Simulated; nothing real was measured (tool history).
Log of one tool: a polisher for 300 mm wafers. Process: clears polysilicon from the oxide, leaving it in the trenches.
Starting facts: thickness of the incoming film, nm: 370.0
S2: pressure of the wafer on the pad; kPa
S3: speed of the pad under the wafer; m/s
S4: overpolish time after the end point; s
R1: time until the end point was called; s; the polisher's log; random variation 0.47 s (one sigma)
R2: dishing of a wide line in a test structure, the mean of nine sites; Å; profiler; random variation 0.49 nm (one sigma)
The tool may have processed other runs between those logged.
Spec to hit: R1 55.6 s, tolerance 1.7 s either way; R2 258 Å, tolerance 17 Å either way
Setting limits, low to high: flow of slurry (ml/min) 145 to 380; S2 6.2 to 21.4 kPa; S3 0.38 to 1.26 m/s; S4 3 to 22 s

Run 1, hour 0: flow of slurry (ml/min) 245, S2 13.8 kPa, S3 0.82 m/s, S4 11 s. Result: R1 38.335 s, R2 308.53 Å.
Run 2, hour 5.8: flow of slurry (ml/min) 245, S2 13.1 kPa, S3 0.82 m/s, S4 10 s. Result: R1 40.82 s, R2 302.48 Å.
Run 3, hour 9.5: flow of slurry (ml/min) 300, S2 13.1 kPa, S3 0.82 m/s, S4 10 s. Result: R1 39.353 s, R2 305.07 Å.
Run 4, hour 16.4: flow of slurry (ml/min) 290, S2 12.4 kPa, S3 0.82 m/s, S4 9 s. Result: R1 42.276 s, R2 281.36 Å.
Run 5, hour 23.2: flow of slurry (ml/min) 290, S2 12.4 kPa, S3 0.82 m/s, S4 6 s. Result: R1 42.745 s, R2 255.98 Å.
Run 6, hour 26.6: flow of slurry (ml/min) 290, S2 12.4 kPa, S3 0.82 m/s, S4 9 s. Result: R1 42.17 s, R2 290.03 Å.
Run 7, hour 28.5: flow of slurry (ml/min) 290, S2 12.4 kPa, S3 0.82 m/s, S4 9 s. Result: R1 41.978 s, R2 283.57 Å.
Run 8, hour 31.4: flow of slurry (ml/min) 285, S2 11.7 kPa, S3 0.82 m/s, S4 9 s. Result: R1 44.181 s, R2 286.18 Å.
Run 9, hour 33.7: flow of slurry (ml/min) 285, S2 11 kPa, S3 0.82 m/s, S4 9 s. Result: R1 47.026 s, R2 280.91 Å.
Run 10, hour 38.5: flow of slurry (ml/min) 280, S2 10.3 kPa, S3 0.82 m/s, S4 9 s. Result: R1 50.338 s, R2 271.24 Å.
Run 11, hour 42.5: flow of slurry (ml/min) 275, S2 10.3 kPa, S3 0.82 m/s, S4 9 s. Result: R1 50.687 s, R2 282.52 Å.
Run 12, hour 44.6: flow of slurry (ml/min) 270, S2 10.3 kPa, S3 0.82 m/s, S4 8 s. Result: R1 50.185 s, R2 266.22 Å.

Which one of the following 5 next-run settings gets every result inside its allowed miss? There is exactly one.
Run A, hour 46.7: flow of slurry (ml/min) 280, S2 11.7 kPa, S3 0.7 m/s, S4 12 s. Result: R1 ?, R2 ?.
Run B, hour 46.7: flow of slurry (ml/min) 215, S2 9.7 kPa, S3 0.88 m/s, S4 7 s. Result: R1 ?, R2 ?.
Run C, hour 46.7: flow of slurry (ml/min) 250, S2 9.7 kPa, S3 0.84 m/s, S4 6 s. Result: R1 ?, R2 ?.
Run D, hour 46.7: flow of slurry (ml/min) 295, S2 12.4 kPa, S3 0.64 m/s, S4 12 s. Result: R1 ?, R2 ?.
Run E, hour 46.7: flow of slurry (ml/min) 220, S2 10.3 kPa, S3 0.76 m/s, S4 8 s. Result: R1 ?, R2 ?.

move      R1      R2
   A   51.29  299.85
   B  51.955  253.84
   C  53.163  234.41
   D  52.253  298.75
   E  55.319  261.13
A: nearer than the last run, and not there yet
B: nearer than the last run, and not there yet
C: nearer than the last run, and not there yet
D: nearer than the last run, and not there yet
E: in spec on every target
E meets every target.

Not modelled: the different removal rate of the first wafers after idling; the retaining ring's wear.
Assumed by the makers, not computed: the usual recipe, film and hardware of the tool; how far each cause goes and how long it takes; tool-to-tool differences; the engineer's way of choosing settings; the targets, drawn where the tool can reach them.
